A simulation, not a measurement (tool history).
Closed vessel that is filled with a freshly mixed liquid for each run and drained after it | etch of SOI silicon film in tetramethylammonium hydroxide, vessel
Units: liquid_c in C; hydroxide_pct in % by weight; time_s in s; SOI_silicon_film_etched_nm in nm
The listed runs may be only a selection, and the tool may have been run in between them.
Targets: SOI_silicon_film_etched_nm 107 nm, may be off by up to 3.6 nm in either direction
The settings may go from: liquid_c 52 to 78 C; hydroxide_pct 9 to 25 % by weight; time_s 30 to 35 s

Run 1, hour 0: liquid_c 65 C, hydroxide_pct 18 % by weight, time_s 35 s. Result: SOI_silicon_film_etched_nm 144.5 nm.
Run 2, hour 7.6: liquid_c 64 C, hydroxide_pct 18 % by weight, time_s 35 s. Result: SOI_silicon_film_etched_nm 138.13 nm.
Run 3, hour 12.4: liquid_c 63 C, hydroxide_pct 18 % by weight, time_s 35 s. Result: SOI_silicon_film_etched_nm 127.6 nm.
Run 4, hour 16.7: liquid_c 62.5 C, hydroxide_pct 18 % by weight, time_s 35 s. Result: SOI_silicon_film_etched_nm 124.08 nm.
Run 5, hour 25: liquid_c 64.5 C, hydroxide_pct 18 % by weight, time_s 35 s. Result: SOI_silicon_film_etched_nm 140.85 nm.
Run 6, hour 29: liquid_c 70 C, hydroxide_pct 18 % by weight, time_s 35 s. Result: SOI_silicon_film_etched_nm 195.09 nm.
Run 7, hour 30.7: liquid_c 68 C, hydroxide_pct 18 % by weight, time_s 35 s. Result: SOI_silicon_film_etched_nm 173.16 nm.
Run 8, hour 35.6: liquid_c 66.5 C, hydroxide_pct 18 % by weight, time_s 35 s. Result: SOI_silicon_film_etched_nm 157.3 nm.
Run 9, hour 43.2: liquid_c 65 C, hydroxide_pct 18 % by weight, time_s 35 s. Result: SOI_silicon_film_etched_nm 144.13 nm.
Run 10, hour 47.8: liquid_c 64 C, hydroxide_pct 18 % by weight, time_s 35 s. Result: SOI_silicon_film_etched_nm 134.31 nm.
Run 11, hour 56.2: liquid_c 63.5 C, hydroxide_pct 18 % by weight, time_s 35 s. Result: SOI_silicon_film_etched_nm 131.22 nm.
At hour 56.7: thermometer replaced.
Run 12, hour 56.7: liquid_c 63 C, hydroxide_pct 18 % by weight, time_s 35 s. Result: SOI_silicon_film_etched_nm 117.07 nm.
Run 13, hour 62.4: liquid_c 62.5 C, hydroxide_pct 18 % by weight, time_s 35 s. Result: SOI_silicon_film_etched_nm 113.85 nm.

Pick the move, out of 4, that brings all results within their allowed miss; only one does.
Run A, hour 68.1: liquid_c 61.5 C, hydroxide_pct 17.5 % by weight, time_s 35 s. Result: SOI_silicon_film_etched_nm ?.
Run B, hour 68.1: liquid_c 65 C, hydroxide_pct 22 % by weight, time_s 35 s. Result: SOI_silicon_film_etched_nm ?.
Run C, hour 68.1: liquid_c 64.5 C, hydroxide_pct 18 % by weight, time_s 35 s. Result: SOI_silicon_film_etched_nm ?.
Run D, hour 68.1: liquid_c 65.5 C, hydroxide_pct 23 % by weight, time_s 35 s. Result: SOI_silicon_film_etched_nm ?.

move  SOI_silicon_film_etched_nm
   A                      107.16
   B                      119.43
   C                      127.32
   D                      117.19
A: in spec on every target
B: the biggest miss grows against the last run
C: the biggest miss grows against the last run
D: the biggest miss grows against the last run
Move A is the one to make.
